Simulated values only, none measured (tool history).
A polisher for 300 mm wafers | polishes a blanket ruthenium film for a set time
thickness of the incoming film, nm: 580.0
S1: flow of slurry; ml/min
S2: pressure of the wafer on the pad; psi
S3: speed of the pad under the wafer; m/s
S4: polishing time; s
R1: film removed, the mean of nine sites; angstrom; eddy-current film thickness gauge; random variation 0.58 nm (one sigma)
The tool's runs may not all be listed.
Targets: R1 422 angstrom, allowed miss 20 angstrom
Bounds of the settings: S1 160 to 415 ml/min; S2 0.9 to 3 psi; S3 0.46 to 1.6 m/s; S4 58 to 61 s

run  hour   S1   S2    S3  S4      R1
  1     0  265  1.9  1.02  58  635.13
  2   8.8  265  1.9  1.02  58  652.02
  3   9.5  265  1.8  1.02  58  629.21
  4  13.7  265  1.8  1.02  61  663.43
  5  15.9  265  1.8  1.02  58  611.91
  6    22  215  1.8  1.02  58   602.9
  7  28.3  215  1.7  1.02  58   582.9
  8  34.3  215  1.6  1.02  58  548.25
  9    37  215  1.5  1.02  58  520.64
 10  39.1  215  1.5  1.02  58  512.99
 11  40.8  215  1.4  1.02  58  467.11
 12  44.1  215  1.3  1.02  58  448.72

5 next moves are on the table. One of them brings every result within its allowed miss. Which?
  A  47.4  255    1   1.1  58   ?
  B  47.4  265  1.4     1  58   ?
  C  47.4  230  1.4  0.88  58   ?
  D  47.4  160  1.1   1.1  58   ?
  E  47.4  235    1  1.04  60   ?

move      R1
   A  380.25
   B  482.61
   C  423.11
   D  387.36
   E  370.15
A: takes the result that was furthest off past its target
B: further off than the last run
C: meets every target
D: takes the result that was furthest off past its target
E: takes the result that was furthest off past its target
Answer: C
